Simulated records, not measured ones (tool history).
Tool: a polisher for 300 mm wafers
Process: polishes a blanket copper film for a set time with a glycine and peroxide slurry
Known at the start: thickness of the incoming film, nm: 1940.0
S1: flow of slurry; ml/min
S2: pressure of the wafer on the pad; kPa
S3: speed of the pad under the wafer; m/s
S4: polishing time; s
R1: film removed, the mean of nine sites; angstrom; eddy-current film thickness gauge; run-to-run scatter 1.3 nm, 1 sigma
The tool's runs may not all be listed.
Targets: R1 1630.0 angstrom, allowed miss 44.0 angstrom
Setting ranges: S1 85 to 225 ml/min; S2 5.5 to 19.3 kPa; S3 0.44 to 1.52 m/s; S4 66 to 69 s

run	hour	S1	S2	S3	S4	R1
1	0.0	145	12.4	0.98	66	1836.5
2	6.1	145	12.4	1.16	66	2117.8
3	8.0	140	11.7	1.16	66	2026.6
4	15.7	135	11.0	1.16	66	1945.3
5	19.3	130	10.3	1.16	66	1863.1
6	24.1	130	10.3	1.32	66	2082.8
# hour 30.3: worn pad replaced by a new one
7	30.3	125	9.7	1.32	66	2190.6
8	31.5	125	9.0	1.28	66	2054.7
9	37.5	120	8.3	1.24	66	1926.7
10	40.0	120	7.6	1.22	66	1842.2
11	46.2	120	6.9	1.20	66	1765.8
12	53.4	120	6.2	1.18	66	1688.1

Which of these 4 next moves meets every target?
A	60.6	105	7.6	1.06	69	?
B	60.6	110	6.2	1.00	68	?
C	60.6	100	5.5	1.26	69	?
D	60.6	160	6.9	0.92	69	?

move	R1
A	1700.0
B	1520.7
C	1697.5
D	1638.8
A: its largest miss is bigger than the last run's
B: carries the result that was furthest off beyond its target, to the other side
C: its largest miss is bigger than the last run's
D: in spec on every target
Correct choice: D, which meets every target
